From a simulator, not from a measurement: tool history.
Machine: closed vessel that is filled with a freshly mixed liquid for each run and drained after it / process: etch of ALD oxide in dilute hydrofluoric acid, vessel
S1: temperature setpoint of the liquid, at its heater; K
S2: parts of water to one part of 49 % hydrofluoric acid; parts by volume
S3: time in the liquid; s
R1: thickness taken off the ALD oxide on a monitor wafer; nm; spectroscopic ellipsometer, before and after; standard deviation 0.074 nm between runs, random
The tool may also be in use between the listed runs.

| run | day | S1 | S2 | S3 | R1 |
|---|---|---|---|---|---|
| 1 | 0 | 298.15 | 160 | 95 | 10.676 |
| 2 | 0.354 | 296.65 | 160 | 95 | 10.365 |
| 3 | 0.621 | 295.65 | 165 | 95 | 9.3727 |
| 4 | 0.938 | 294.65 | 165 | 95 | 9.1909 |
| 5 | 1.05 | 293.65 | 165 | 95 | 8.8576 |
| 6 | 1.242 | 293.15 | 165 | 95 | 8.4138 |

Predict the results of run 7:
| 7 | 1.388 | 292.65 | 165 | 95 | ? |

R1: 8.4333 nm

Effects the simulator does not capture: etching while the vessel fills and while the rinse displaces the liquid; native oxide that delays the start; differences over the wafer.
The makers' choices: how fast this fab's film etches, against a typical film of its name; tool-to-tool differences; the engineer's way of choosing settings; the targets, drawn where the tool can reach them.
